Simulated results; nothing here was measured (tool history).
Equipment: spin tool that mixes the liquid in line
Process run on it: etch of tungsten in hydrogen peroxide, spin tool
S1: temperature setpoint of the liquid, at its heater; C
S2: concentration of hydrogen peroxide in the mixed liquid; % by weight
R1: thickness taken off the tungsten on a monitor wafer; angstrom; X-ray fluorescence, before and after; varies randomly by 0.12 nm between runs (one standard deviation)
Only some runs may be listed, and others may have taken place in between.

Run 1, hour 0.0: S1 49.0 C, S2 19.5 % by weight, time under the liquid (s) 15. Result: R1 300.01 angstrom.
Run 2, hour 3.6: S1 46.5 C, S2 19.5 % by weight, time under the liquid (s) 15. Result: R1 262.62 angstrom.
Run 3, hour 7.8: S1 44.0 C, S2 19.5 % by weight, time under the liquid (s) 15. Result: R1 222.43 angstrom.
Run 4, hour 8.5: S1 44.0 C, S2 21.0 % by weight, time under the liquid (s) 15. Result: R1 228.81 angstrom.
Run 5, hour 11.6: S1 42.5 C, S2 21.0 % by weight, time under the liquid (s) 15. Result: R1 210.32 angstrom.
At hour 15.4: thermometer replaced.
Run 6, hour 15.4: S1 41.0 C, S2 21.0 % by weight, time under the liquid (s) 15. Result: R1 211.35 angstrom.
Run 7, hour 20.9: S1 39.5 C, S2 20.5 % by weight, time under the liquid (s) 15. Result: R1 189.47 angstrom.

Expected results for the next run?
Run 8, hour 27.4: S1 38.0 C, S2 20.0 % by weight, time under the liquid (s) 15. Result: R1 ?.

R1: 168.22 angstrom

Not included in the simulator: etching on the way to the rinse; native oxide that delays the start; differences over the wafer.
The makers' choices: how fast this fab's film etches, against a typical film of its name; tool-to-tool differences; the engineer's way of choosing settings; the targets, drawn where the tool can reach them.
